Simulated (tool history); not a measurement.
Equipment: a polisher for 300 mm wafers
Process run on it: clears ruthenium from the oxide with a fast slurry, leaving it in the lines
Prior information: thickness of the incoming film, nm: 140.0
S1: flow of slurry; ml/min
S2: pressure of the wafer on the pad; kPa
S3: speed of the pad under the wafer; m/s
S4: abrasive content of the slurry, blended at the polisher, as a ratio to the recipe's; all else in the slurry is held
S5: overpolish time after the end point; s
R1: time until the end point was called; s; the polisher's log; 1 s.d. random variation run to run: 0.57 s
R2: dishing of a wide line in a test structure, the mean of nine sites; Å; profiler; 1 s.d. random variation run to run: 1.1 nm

run,hour,S1,S2,S3,S4,S5,R1,R2
1,0.0,175,14.5,0.98,1.0,23,44.771,542.23
2,8.7,175,14.5,0.82,1.0,23,52.170,453.90
3,9.3,190,14.5,0.82,1.0,23,53.341,459.67
4,10.0,190,14.5,0.82,0.8,23,56.659,426.38
5,11.4,190,15.2,0.86,0.8,24,52.439,479.84
6,14.2,190,15.9,0.88,0.8,25,48.414,513.57
7,20.5,190,15.9,0.92,0.8,26,48.767,568.86
8,24.4,190,16.5,0.94,0.8,27,45.483,588.31

What will run 9 give?
9,29.9,185,17.9,1.14,0.9,38,?,?

{"run 9": {"R1": 32.844, "R2": 965.15}}
